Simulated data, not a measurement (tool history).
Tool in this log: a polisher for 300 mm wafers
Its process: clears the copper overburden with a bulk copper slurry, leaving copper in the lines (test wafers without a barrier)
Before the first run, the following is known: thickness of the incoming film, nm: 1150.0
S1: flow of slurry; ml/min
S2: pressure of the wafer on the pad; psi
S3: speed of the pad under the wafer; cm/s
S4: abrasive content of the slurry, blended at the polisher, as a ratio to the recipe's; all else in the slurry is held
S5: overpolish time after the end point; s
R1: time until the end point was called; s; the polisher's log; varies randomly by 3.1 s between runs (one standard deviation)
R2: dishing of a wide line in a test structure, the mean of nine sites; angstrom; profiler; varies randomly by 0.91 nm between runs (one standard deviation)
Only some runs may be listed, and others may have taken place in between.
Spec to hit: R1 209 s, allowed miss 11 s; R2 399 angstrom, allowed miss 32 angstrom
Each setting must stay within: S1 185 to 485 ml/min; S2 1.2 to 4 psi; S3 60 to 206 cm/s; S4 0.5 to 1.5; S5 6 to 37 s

run	day	S1	S2	S3	S4	S5	R1	R2
1	0	310	2.6	132	1	19	126.51	714.99
2	0.083	310	2.3	132	1	17	139.72	600.83
3	0.442	310	2.3	118	1	17	156.52	599.8
4	0.658	310	2.1	118	1	16	166.66	531.76
5	0.983	310	2	118	1	15	175.74	498.03
6	1.25	310	2	118	1.15	15	169.43	501.6
7	1.412	310	1.9	118	1.15	15	174.94	486.03
8	1.604	310	1.8	118	1.15	15	187.25	477.29
9	1.871	310	1.7	118	1.15	14	191.2	423.36

Exactly one of the 4 candidate moves below puts every result within its allowed miss. Which one?
A	2.138	260	1.4	150	1.45	12	?	?
B	2.138	260	1.8	130	1.1	12	?	?
C	2.138	350	1.6	136	1.15	14	?	?
D	2.138	295	1.5	128	1.05	13	?	?

move	R1	R2
A	182.88	397.39
B	176.13	420.33
C	179.89	451.05
D	204.62	392.29
A: its largest miss is bigger than the last run's
B: its largest miss is bigger than the last run's
C: its largest miss is bigger than the last run's
D: every result lands within tolerance
Answer: D

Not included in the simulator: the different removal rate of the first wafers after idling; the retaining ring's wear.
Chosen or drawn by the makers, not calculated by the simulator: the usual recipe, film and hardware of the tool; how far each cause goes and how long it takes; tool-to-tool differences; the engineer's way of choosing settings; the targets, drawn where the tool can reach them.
